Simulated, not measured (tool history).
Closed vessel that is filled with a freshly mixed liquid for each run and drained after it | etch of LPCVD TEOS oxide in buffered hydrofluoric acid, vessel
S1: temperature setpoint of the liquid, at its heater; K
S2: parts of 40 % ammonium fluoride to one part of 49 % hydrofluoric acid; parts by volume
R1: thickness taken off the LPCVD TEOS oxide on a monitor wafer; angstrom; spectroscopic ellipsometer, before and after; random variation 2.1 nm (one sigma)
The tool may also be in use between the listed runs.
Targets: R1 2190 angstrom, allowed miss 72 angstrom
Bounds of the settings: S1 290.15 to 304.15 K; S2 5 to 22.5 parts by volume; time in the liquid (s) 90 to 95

{"run": 1, "hour": 0.0, "S1": 296.15, "S2": 13.5, "time in the liquid (s)": 90, "R1": 1369.8}
{"run": 2, "hour": 3.7, "S1": 296.15, "S2": 13.5, "time in the liquid (s)": 95, "R1": 1463.4}
{"run": 3, "hour": 5.2, "S1": 296.15, "S2": 15.5, "time in the liquid (s)": 95, "R1": 1264.3}
{"run": 4, "hour": 13.9, "S1": 298.15, "S2": 15, "time in the liquid (s)": 95, "R1": 1474.9}
{"run": 5, "hour": 21.3, "S1": 298.15, "S2": 12.5, "time in the liquid (s)": 95, "R1": 1728.2}
{"run": 6, "hour": 23.0, "S1": 296.65, "S2": 12.5, "time in the liquid (s)": 95, "R1": 1623.9}
{"run": 7, "hour": 24.8, "S1": 298.15, "S2": 12.5, "time in the liquid (s)": 95, "R1": 1755.6}
{"run": 8, "hour": 25.7, "S1": 299.15, "S2": 12.5, "time in the liquid (s)": 95, "R1": 1838.2}
{"run": 9, "hour": 30.5, "S1": 299.65, "S2": 12.5, "time in the liquid (s)": 95, "R1": 1879.4}
{"run": 10, "hour": 34.8, "S1": 300.15, "S2": 12.5, "time in the liquid (s)": 95, "R1": 1961.2}
{"run": 11, "hour": 37.4, "S1": 300.65, "S2": 12.5, "time in the liquid (s)": 95, "R1": 2034.7}
{"run": 12, "hour": 40.4, "S1": 301.15, "S2": 12.5, "time in the liquid (s)": 95, "R1": 2055.6}
{"run": 13, "hour": 41.8, "S1": 301.65, "S2": 12.5, "time in the liquid (s)": 95, "R1": 2106.8}

5 next moves are on the table. One of them brings every result within its allowed miss. Which?
{"run": "A", "hour": 43.2, "S1": 300.15, "S2": 12, "time in the liquid (s)": 95, "R1": "?"}
{"run": "B", "hour": 43.2, "S1": 301.15, "S2": 12.5, "time in the liquid (s)": 95, "R1": "?"}
{"run": "C", "hour": 43.2, "S1": 302.15, "S2": 13.5, "time in the liquid (s)": 95, "R1": "?"}
{"run": "D", "hour": 43.2, "S1": 300.65, "S2": 12.5, "time in the liquid (s)": 95, "R1": "?"}
{"run": "E", "hour": 43.2, "S1": 302.65, "S2": 12, "time in the liquid (s)": 90, "R1": "?"}

move=A R1=2032.1
move=B R1=2061.1
move=C R1=2017
move=D R1=2006.2
move=E R1=2202.3
A: further off than the last run
B: further off than the last run
C: further off than the last run
D: further off than the last run
E: meets every target
The right move is E.
